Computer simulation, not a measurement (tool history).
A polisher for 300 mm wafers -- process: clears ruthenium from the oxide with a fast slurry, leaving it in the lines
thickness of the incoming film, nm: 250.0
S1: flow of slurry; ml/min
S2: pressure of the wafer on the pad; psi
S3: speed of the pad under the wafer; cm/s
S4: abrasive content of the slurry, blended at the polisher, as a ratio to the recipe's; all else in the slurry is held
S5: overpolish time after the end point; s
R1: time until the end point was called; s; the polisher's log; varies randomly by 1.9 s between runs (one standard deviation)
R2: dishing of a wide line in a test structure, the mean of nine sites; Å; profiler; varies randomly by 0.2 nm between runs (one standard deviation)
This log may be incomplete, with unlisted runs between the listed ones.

run  hour   S1   S2   S3   S4  S5       R1      R2
  1   0.0  170  1.7  128  1.0  20   78.940  485.23
  2   7.3  200  1.7  128  1.0  20   76.085  499.30
  3  11.5  205  1.5  114  1.0  17   95.095  352.98
  4  16.3  205  1.3  106  1.0  15  118.430  262.88
  5  22.5  205  1.5  106  1.0  15  104.620  281.78
  6  30.6  175  1.5  106  1.0  15  105.810  280.84
  7  31.5  175  1.3  100  1.0  14  128.590  217.23
  8  34.2  165  1.2  100  1.0  13  140.660  191.93
  9  38.2  155  1.1  100  1.0  13  155.920  176.29
 10  39.5  150  1.0  100  1.0  12  169.660  147.30
 11  45.5  140  1.0  100  1.0  12  171.420  141.35
 12  52.9  130  1.0  100  1.0  12  173.860  147.09
 13  56.2  120  0.9  100  1.0  11  195.090  115.40
 14  58.8  125  0.9  100  1.0  11  195.050  115.71

Estimate the outcome of run 15 from the log above:
 15  64.0  130  0.9  100  1.0  11   ?   ?

{"run 15": {"R1": 194.4, "R2": 115.88}}
